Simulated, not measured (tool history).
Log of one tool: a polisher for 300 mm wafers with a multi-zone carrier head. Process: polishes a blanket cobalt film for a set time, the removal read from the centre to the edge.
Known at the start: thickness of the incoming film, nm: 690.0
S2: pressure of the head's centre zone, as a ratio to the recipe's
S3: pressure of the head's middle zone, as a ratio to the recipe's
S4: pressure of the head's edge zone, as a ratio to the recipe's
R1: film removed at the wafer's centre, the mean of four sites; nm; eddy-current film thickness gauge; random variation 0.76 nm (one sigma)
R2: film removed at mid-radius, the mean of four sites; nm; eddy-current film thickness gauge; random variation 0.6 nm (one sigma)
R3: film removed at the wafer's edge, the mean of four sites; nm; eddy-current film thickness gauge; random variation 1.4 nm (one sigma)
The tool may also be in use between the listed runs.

Run 1, hour 0: flow of slurry (ml/min) 130, S2 1, S3 1, S4 1, polishing time (s) 31. Result: R1 152.47 nm, R2 148.93 nm, R3 144.06 nm.
Run 2, hour 8.4: flow of slurry (ml/min) 130, S2 1, S3 1, S4 1, polishing time (s) 37. Result: R1 182.3 nm, R2 176.79 nm, R3 169.57 nm.
Run 3, hour 9.3: flow of slurry (ml/min) 120, S2 0.98, S3 0.96, S4 1, polishing time (s) 33. Result: R1 156.3 nm, R2 153.45 nm, R3 152.34 nm.
Run 4, hour 12.2: flow of slurry (ml/min) 115, S2 0.98, S3 0.93, S4 1.02, polishing time (s) 29. Result: R1 136.14 nm, R2 129.39 nm, R3 133.83 nm.
Run 5, hour 13.8: flow of slurry (ml/min) 105, S2 0.98, S3 0.93, S4 1.02, polishing time (s) 29. Result: R1 131.81 nm, R2 126.05 nm, R3 131.43 nm.
Run 6, hour 18.3: flow of slurry (ml/min) 105, S2 0.98, S3 0.93, S4 1.07, polishing time (s) 29. Result: R1 131.81 nm, R2 126.47 nm, R3 132.38 nm.
Run 7, hour 23.6: flow of slurry (ml/min) 100, S2 0.97, S3 0.9, S4 1.08, polishing time (s) 27. Result: R1 119.3 nm, R2 113.42 nm, R3 123.98 nm.
Run 8, hour 24.2: flow of slurry (ml/min) 100, S2 0.96, S3 0.88, S4 1.09, polishing time (s) 26. Result: R1 112.39 nm, R2 107.05 nm, R3 120.2 nm.
Run 9, hour 31.9: flow of slurry (ml/min) 100, S2 0.96, S3 0.88, S4 1.09, polishing time (s) 26. Result: R1 112.65 nm, R2 106.5 nm, R3 119.9 nm.
Run 10, hour 34.5: flow of slurry (ml/min) 100, S2 0.95, S3 0.87, S4 1.09, polishing time (s) 25. Result: R1 107.21 nm, R2 102.14 nm, R3 117.14 nm.
Run 11, hour 43.2: flow of slurry (ml/min) 95, S2 0.95, S3 0.86, S4 1.08, polishing time (s) 24. Result: R1 101.95 nm, R2 94.324 nm, R3 109.06 nm.
Run 12, hour 44.7: flow of slurry (ml/min) 90, S2 0.94, S3 0.85, S4 1.07, polishing time (s) 24. Result: R1 97.035 nm, R2 93.882 nm, R3 106.08 nm.
Run 13, hour 52: flow of slurry (ml/min) 90, S2 0.94, S3 0.84, S4 1.08, polishing time (s) 24. Result: R1 99.241 nm, R2 92.723 nm, R3 111.39 nm.

Forecast run 14:
Run 14, hour 55.5: flow of slurry (ml/min) 90, S2 0.94, S3 0.84, S4 1.06, polishing time (s) 24. Result: R1 ?, R2 ?, R3 ?.

R1: 98.231 nm
R2: 92.512 nm
R3: 106.05 nm
